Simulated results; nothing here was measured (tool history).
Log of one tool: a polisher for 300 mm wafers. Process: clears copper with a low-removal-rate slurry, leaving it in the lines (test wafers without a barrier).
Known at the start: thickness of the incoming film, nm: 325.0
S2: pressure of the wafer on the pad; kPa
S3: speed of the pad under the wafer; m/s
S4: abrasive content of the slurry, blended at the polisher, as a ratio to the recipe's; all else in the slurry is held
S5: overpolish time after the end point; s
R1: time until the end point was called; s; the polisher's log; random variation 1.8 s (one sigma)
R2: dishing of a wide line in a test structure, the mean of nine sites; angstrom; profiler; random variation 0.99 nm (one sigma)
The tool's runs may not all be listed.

{"run": 1, "day": 0.0, "flow of slurry (ml/min)": 130, "S2": 14.5, "S3": 1.04, "S4": 1.0, "S5": 22, "R1": 132.54, "R2": 363.32}
{"run": 2, "day": 0.225, "flow of slurry (ml/min)": 130, "S2": 14.5, "S3": 1.04, "S4": 1.0, "S5": 23, "R1": 130.89, "R2": 372.59}
{"run": 3, "day": 0.379, "flow of slurry (ml/min)": 130, "S2": 14.5, "S3": 1.04, "S4": 1.2, "S5": 23, "R1": 122.73, "R2": 387.52}
{"run": 4, "day": 0.571, "flow of slurry (ml/min)": 130, "S2": 11.7, "S3": 1.04, "S4": 1.2, "S5": 23, "R1": 144.57, "R2": 331.53}
{"run": 5, "day": 0.658, "flow of slurry (ml/min)": 130, "S2": 11.7, "S3": 0.78, "S4": 1.2, "S5": 23, "R1": 196.61, "R2": 272.06}
{"run": 6, "day": 0.9, "flow of slurry (ml/min)": 130, "S2": 11.7, "S3": 0.78, "S4": 1.2, "S5": 30, "R1": 197.05, "R2": 329.51}
{"run": 7, "day": 1.021, "flow of slurry (ml/min)": 130, "S2": 12.4, "S3": 0.78, "S4": 1.2, "S5": 30, "R1": 189.41, "R2": 328.41}
{"run": 8, "day": 1.142, "flow of slurry (ml/min)": 130, "S2": 13.1, "S3": 0.78, "S4": 1.2, "S5": 31, "R1": 182.36, "R2": 345.26}
{"run": 9, "day": 1.504, "flow of slurry (ml/min)": 130, "S2": 13.1, "S3": 0.78, "S4": 1.2, "S5": 31, "R1": 178.59, "R2": 360.44}
{"run": 10, "day": 1.675, "flow of slurry (ml/min)": 130, "S2": 13.8, "S3": 0.78, "S4": 1.2, "S5": 31, "R1": 175.15, "R2": 384.47}
{"run": 11, "day": 1.95, "flow of slurry (ml/min)": 130, "S2": 14.5, "S3": 0.78, "S4": 1.2, "S5": 30, "R1": 168.87, "R2": 372.02}

Run 12 comes next. What will it give?
{"run": 12, "day": 2.096, "flow of slurry (ml/min)": 130, "S2": 15.2, "S3": 0.78, "S4": 1.2, "S5": 30, "R1": "?", "R2": "?"}

R1: 164.76 s
R2: 379.56 angstrom
